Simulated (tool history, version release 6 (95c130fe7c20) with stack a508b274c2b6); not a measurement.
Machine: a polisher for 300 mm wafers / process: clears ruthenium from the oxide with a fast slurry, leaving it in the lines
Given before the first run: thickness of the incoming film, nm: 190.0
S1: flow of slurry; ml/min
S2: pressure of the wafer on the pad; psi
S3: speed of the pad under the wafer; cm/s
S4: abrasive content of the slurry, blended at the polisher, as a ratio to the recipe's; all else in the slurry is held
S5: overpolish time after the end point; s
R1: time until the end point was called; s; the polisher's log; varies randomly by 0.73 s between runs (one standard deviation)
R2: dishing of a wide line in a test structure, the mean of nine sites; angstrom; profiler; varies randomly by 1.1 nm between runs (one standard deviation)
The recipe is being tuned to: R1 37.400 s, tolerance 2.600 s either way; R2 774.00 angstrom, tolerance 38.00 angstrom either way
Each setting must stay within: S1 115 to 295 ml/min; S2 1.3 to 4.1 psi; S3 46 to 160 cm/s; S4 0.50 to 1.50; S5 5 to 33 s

run  hour   S1   S2   S3    S4  S5      R1      R2
  1   0.0  190  2.7  102  1.00  17  56.516  485.75
  2   5.2  190  2.7  102  1.10  17  52.642  507.23
  3  12.8  190  3.0  102  1.10  18  48.259  578.26
  4  20.4  190  3.0  102  1.10  21  47.424  659.10
  5  21.1  190  2.4  102  1.10  21  57.608  540.95
  6  26.5  190  2.4  102  1.15  21  55.230  558.85
  7  31.1  190  2.7  104  1.15  21  51.024  609.18
  8  33.4  190  2.9  106  1.15  21  47.164  663.74
  9  33.9  190  3.1  106  1.15  20  42.903  687.17

Which of these 5 next moves meets every target?
  A  34.4  195  2.6  104  1.25  20   ?   ?
  B  34.4  160  2.7  130  1.35  21   ?   ?
  C  34.4  240  3.2  106  1.05  19   ?   ?
  D  34.4  135  3.2  120  1.20  16   ?   ?
  E  34.4  215  2.9  102  0.95  31   ?   ?

move      R1      R2
   A  49.616  599.58
   B  37.987  758.44
   C  42.767  646.13
   D  37.623  624.94
   E  52.704  792.00
A: lands further from the targets than the last run did
B: hits every target within its allowed miss
C: lands further from the targets than the last run did
D: lands further from the targets than the last run did
E: puts the biggest miss on target and leaves a different result outside tolerance
The right move is B.

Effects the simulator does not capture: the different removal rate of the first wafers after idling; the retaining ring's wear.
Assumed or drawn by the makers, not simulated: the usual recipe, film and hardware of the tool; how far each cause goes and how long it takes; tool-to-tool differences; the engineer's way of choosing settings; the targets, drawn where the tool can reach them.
